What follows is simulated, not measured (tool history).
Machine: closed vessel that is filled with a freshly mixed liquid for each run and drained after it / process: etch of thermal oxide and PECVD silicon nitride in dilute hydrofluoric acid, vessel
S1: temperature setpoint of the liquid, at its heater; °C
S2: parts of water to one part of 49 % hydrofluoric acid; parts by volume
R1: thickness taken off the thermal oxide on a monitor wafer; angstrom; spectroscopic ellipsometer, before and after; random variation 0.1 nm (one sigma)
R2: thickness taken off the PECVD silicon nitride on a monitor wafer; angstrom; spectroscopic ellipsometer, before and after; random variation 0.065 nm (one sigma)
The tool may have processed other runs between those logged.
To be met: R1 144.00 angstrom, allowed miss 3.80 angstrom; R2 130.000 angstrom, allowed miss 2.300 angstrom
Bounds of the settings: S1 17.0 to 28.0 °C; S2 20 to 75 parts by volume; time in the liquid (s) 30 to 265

Run 1, hour 0.0: S1 20.0 °C, S2 45 parts by volume, time in the liquid (s) 135. Result: R1 126.93 angstrom, R2 119.750 angstrom.
Run 2, hour 3.5: S1 20.0 °C, S2 35 parts by volume, time in the liquid (s) 135. Result: R1 163.09 angstrom, R2 152.630 angstrom.
Run 3, hour 10.8: S1 22.5 °C, S2 35 parts by volume, time in the liquid (s) 135. Result: R1 182.57 angstrom, R2 181.710 angstrom.
Run 4, hour 17.2: S1 21.5 °C, S2 35 parts by volume, time in the liquid (s) 135. Result: R1 175.47 angstrom, R2 168.490 angstrom.
Run 5, hour 19.6: S1 21.5 °C, S2 35 parts by volume, time in the liquid (s) 100. Result: R1 131.44 angstrom, R2 125.230 angstrom.
Run 6, hour 26.8: S1 18.0 °C, S2 35 parts by volume, time in the liquid (s) 100. Result: R1 111.90 angstrom, R2 98.405 angstrom.
Run 7, hour 32.6: S1 18.5 °C, S2 35 parts by volume, time in the liquid (s) 100. Result: R1 112.79 angstrom, R2 100.980 angstrom.
Run 8, hour 39.3: S1 18.5 °C, S2 35 parts by volume, time in the liquid (s) 100. Result: R1 113.33 angstrom, R2 101.510 angstrom.
Run 9, hour 40.0: S1 19.0 °C, S2 35 parts by volume, time in the liquid (s) 100. Result: R1 116.02 angstrom, R2 104.830 angstrom.
Run 10, hour 45.4: S1 19.5 °C, S2 35 parts by volume, time in the liquid (s) 100. Result: R1 120.07 angstrom, R2 109.340 angstrom.
Run 11, hour 46.9: S1 20.0 °C, S2 35 parts by volume, time in the liquid (s) 100. Result: R1 122.31 angstrom, R2 112.160 angstrom.
Run 12, hour 49.8: S1 20.5 °C, S2 30 parts by volume, time in the liquid (s) 95. Result: R1 138.04 angstrom, R2 127.860 angstrom.
Run 13, hour 50.6: S1 20.0 °C, S2 30 parts by volume, time in the liquid (s) 95. Result: R1 133.47 angstrom, R2 124.430 angstrom.
Run 14, hour 57.9: S1 19.5 °C, S2 30 parts by volume, time in the liquid (s) 95. Result: R1 131.32 angstrom, R2 119.530 angstrom.
Run 15, hour 62.8: S1 20.0 °C, S2 25 parts by volume, time in the liquid (s) 95. Result: R1 161.82 angstrom, R2 147.970 angstrom.
Run 16, hour 64.9: S1 19.5 °C, S2 25 parts by volume, time in the liquid (s) 95. Result: R1 160.16 angstrom, R2 142.620 angstrom.
Run 17, hour 72.8: S1 19.5 °C, S2 30 parts by volume, time in the liquid (s) 95. Result: R1 130.35 angstrom, R2 120.240 angstrom.
Run 18, hour 75.0: S1 19.5 °C, S2 25 parts by volume, time in the liquid (s) 95. Result: R1 162.29 angstrom, R2 142.500 angstrom.

Consider the 5 candidate settings below. Which is the only one whose results all fall within their allowed miss of target?
Run A, hour 77.2: S1 18.5 °C, S2 20 parts by volume, time in the liquid (s) 75. Result: R1 ?, R2 ?.
Run B, hour 77.2: S1 17.0 °C, S2 20 parts by volume, time in the liquid (s) 80. Result: R1 ?, R2 ?.
Run C, hour 77.2: S1 20.5 °C, S2 20 parts by volume, time in the liquid (s) 65. Result: R1 ?, R2 ?.
Run D, hour 77.2: S1 22.5 °C, S2 25 parts by volume, time in the liquid (s) 90. Result: R1 ?, R2 ?.
Run E, hour 77.2: S1 17.0 °C, S2 20 parts by volume, time in the liquid (s) 100. Result: R1 ?, R2 ?.

move      R1       R2
   A  152.78  129.630
   B  152.52  124.200
   C  144.48  129.420
   D  173.28  166.470
   E  190.65  155.250
A: gets the furthest-off result to its target, but another result is out of tolerance
B: carries the result that was furthest off beyond its target, to the other side
C: all results in spec
D: its largest miss is bigger than the last run's
E: its largest miss is bigger than the last run's
The move that meets every target is C.
